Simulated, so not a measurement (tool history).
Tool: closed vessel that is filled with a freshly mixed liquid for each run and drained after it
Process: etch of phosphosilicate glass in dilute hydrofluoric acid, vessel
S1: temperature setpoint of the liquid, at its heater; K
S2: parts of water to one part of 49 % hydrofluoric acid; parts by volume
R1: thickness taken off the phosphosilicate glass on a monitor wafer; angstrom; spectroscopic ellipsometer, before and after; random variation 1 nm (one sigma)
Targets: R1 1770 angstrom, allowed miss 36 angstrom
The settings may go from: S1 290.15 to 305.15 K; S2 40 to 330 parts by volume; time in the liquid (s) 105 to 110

{"run": 1, "day": 0.0, "S1": 297.15, "S2": 185, "time in the liquid (s)": 105, "R1": 780.46}
{"run": 2, "day": 0.388, "S1": 298.15, "S2": 175, "time in the liquid (s)": 105, "R1": 872.53}
{"run": 3, "day": 0.583, "S1": 299.15, "S2": 165, "time in the liquid (s)": 105, "R1": 956.37}
{"run": 4, "day": 0.625, "S1": 299.65, "S2": 155, "time in the liquid (s)": 105, "R1": 1064.3}
{"run": 5, "day": 0.979, "S1": 300.15, "S2": 150, "time in the liquid (s)": 105, "R1": 1109.4}
{"run": 6, "day": 1.283, "S1": 300.65, "S2": 145, "time in the liquid (s)": 105, "R1": 1183}
{"run": 7, "day": 1.579, "S1": 301.15, "S2": 140, "time in the liquid (s)": 105, "R1": 1272.8}
{"run": 8, "day": 1.675, "S1": 301.65, "S2": 135, "time in the liquid (s)": 105, "R1": 1328.5}
{"run": 9, "day": 2.042, "S1": 302.15, "S2": 130, "time in the liquid (s)": 105, "R1": 1422.9}
{"run": 10, "day": 2.192, "S1": 305.15, "S2": 115, "time in the liquid (s)": 105, "R1": 1840.8}

Which of these 4 next moves meets every target?
{"run": "A", "day": 2.342, "S1": 305.15, "S2": 125, "time in the liquid (s)": 105, "R1": "?"}
{"run": "B", "day": 2.342, "S1": 300.65, "S2": 110, "time in the liquid (s)": 110, "R1": "?"}
{"run": "C", "day": 2.342, "S1": 304.15, "S2": 120, "time in the liquid (s)": 105, "R1": "?"}
{"run": "D", "day": 2.342, "S1": 304.15, "S2": 115, "time in the liquid (s)": 105, "R1": "?"}

move=A R1=1648.6
move=B R1=1695.9
move=C R1=1667.9
move=D R1=1752.7
A: takes the result that was furthest off past its target
B: takes the result that was furthest off past its target
C: takes the result that was furthest off past its target
D: meets every target
Answer: D
